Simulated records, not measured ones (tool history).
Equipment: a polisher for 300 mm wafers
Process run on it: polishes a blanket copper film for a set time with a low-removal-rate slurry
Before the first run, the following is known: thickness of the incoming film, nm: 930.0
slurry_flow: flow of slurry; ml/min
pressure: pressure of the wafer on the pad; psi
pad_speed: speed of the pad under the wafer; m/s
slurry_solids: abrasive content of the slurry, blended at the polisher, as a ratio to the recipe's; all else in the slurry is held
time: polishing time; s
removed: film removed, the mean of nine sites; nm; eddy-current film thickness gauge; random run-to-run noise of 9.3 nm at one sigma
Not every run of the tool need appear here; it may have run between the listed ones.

run 1 hour=0.0 | slurry_flow=125 pressure=3.4 pad_speed=1.40 slurry_solids=1.0 time=85 | removed=359.03
run 2 hour=9.0 | slurry_flow=125 pressure=3.9 pad_speed=1.42 slurry_solids=1.0 time=85 | removed=405.48
run 3 hour=10.1 | slurry_flow=95 pressure=3.9 pad_speed=1.42 slurry_solids=1.0 time=85 | removed=383.27
run 4 hour=13.0 | slurry_flow=105 pressure=4.3 pad_speed=1.46 slurry_solids=1.0 time=85 | removed=446.84
run 5 hour=14.9 | slurry_flow=105 pressure=4.3 pad_speed=1.46 slurry_solids=0.9 time=85 | removed=430.60
run 6 hour=20.5 | slurry_flow=105 pressure=4.3 pad_speed=1.78 slurry_solids=0.9 time=85 | removed=523.02

The next listed run, before its measurement:
run 7 hour=26.7 | slurry_flow=110 pressure=4.4 pad_speed=1.78 slurry_solids=0.9 time=85 | removed=?

removed: 529.39 nm

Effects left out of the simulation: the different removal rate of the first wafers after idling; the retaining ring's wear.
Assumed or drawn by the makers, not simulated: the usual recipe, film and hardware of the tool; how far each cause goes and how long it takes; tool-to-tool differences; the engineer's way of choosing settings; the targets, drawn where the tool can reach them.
